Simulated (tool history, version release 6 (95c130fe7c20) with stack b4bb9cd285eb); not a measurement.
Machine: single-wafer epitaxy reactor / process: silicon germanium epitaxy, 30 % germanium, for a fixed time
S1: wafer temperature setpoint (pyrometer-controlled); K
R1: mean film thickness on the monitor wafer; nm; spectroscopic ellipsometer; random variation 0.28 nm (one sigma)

run 1 hour=0 | S1=883.15 chamber_pressure_(Torr)=18.4 | R1=64.979
run 2 hour=5.2 | S1=879.15 chamber_pressure_(Torr)=18.4 | R1=60.026
run 3 hour=7.4 | S1=879.15 chamber_pressure_(Torr)=15.6 | R1=57.009
run 4 hour=16.1 | S1=879.15 chamber_pressure_(Torr)=17.7 | R1=59.387
run 5 hour=20 | S1=873.15 chamber_pressure_(Torr)=17.7 | R1=52.638
run 6 hour=22.3 | S1=879.15 chamber_pressure_(Torr)=17.7 | R1=59.613
run 7 hour=23.9 | S1=891.15 chamber_pressure_(Torr)=18 | R1=75.469
run 8 hour=25.4 | S1=893.15 chamber_pressure_(Torr)=18 | R1=78.451

Predict the results of run 9:
run 9 hour=29.8 | S1=901.15 chamber_pressure_(Torr)=18.1 | R1=?

Run 9 produced R1 91.163 nm.
